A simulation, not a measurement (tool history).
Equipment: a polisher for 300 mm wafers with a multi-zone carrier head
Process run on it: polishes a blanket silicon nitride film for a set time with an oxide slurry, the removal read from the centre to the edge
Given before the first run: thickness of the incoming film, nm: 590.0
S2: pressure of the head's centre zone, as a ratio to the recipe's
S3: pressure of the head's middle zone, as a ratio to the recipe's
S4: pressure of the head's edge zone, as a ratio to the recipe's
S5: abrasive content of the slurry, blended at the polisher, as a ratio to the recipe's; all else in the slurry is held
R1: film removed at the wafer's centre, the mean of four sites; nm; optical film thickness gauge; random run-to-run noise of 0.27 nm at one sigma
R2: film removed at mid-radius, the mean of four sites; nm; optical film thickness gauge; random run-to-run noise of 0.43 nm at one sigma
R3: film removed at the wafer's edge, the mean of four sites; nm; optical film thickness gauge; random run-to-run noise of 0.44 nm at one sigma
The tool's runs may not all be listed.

Run 1, hour 0: flow of slurry (ml/min) 250, S2 1, S3 1, S4 1, S5 1, polishing time (s) 46. Result: R1 34.029 nm, R2 34.778 nm, R3 34.775 nm.
Run 2, hour 0.8: flow of slurry (ml/min) 250, S2 0.95, S3 1, S4 1, S5 1, polishing time (s) 46. Result: R1 33.119 nm, R2 34.803 nm, R3 33.151 nm.
Run 3, hour 8.3: flow of slurry (ml/min) 220, S2 0.95, S3 1, S4 1, S5 1, polishing time (s) 46. Result: R1 32.285 nm, R2 33.082 nm, R3 33.764 nm.
Run 4, hour 17.1: flow of slurry (ml/min) 210, S2 0.93, S3 1.01, S4 1.01, S5 0.95, polishing time (s) 46. Result: R1 30.257 nm, R2 33.288 nm, R3 32.179 nm.
Run 5, hour 18.9: flow of slurry (ml/min) 200, S2 0.91, S3 1, S4 1.02, S5 0.95, polishing time (s) 46. Result: R1 29.172 nm, R2 32.195 nm, R3 32.637 nm.
Run 6, hour 19.7: flow of slurry (ml/min) 200, S2 0.91, S3 1.08, S4 1.02, S5 0.95, polishing time (s) 46. Result: R1 29.453 nm, R2 35.072 nm, R3 32.31 nm.
Run 7, hour 23.3: flow of slurry (ml/min) 195, S2 0.9, S3 1.06, S4 1.02, S5 0.95, polishing time (s) 46. Result: R1 29.537 nm, R2 34.057 nm, R3 31.515 nm.
Run 8, hour 25.1: flow of slurry (ml/min) 190, S2 0.89, S3 1.04, S4 1.02, S5 0.95, polishing time (s) 46. Result: R1 29.18 nm, R2 33.534 nm, R3 31.692 nm.
Run 9, hour 31.7: flow of slurry (ml/min) 185, S2 0.88, S3 1.02, S4 1.02, S5 0.95, polishing time (s) 46. Result: R1 28.232 nm, R2 32.259 nm, R3 31.085 nm.

Expected results for the next run?
Run 10, hour 38.9: flow of slurry (ml/min) 180, S2 0.87, S3 1.01, S4 1.02, S5 0.95, polishing time (s) 46. Result: R1 ?, R2 ?, R3 ?.

{"run 10": {"R1": 27.979, "R2": 32.55, "R3": 32.396}}

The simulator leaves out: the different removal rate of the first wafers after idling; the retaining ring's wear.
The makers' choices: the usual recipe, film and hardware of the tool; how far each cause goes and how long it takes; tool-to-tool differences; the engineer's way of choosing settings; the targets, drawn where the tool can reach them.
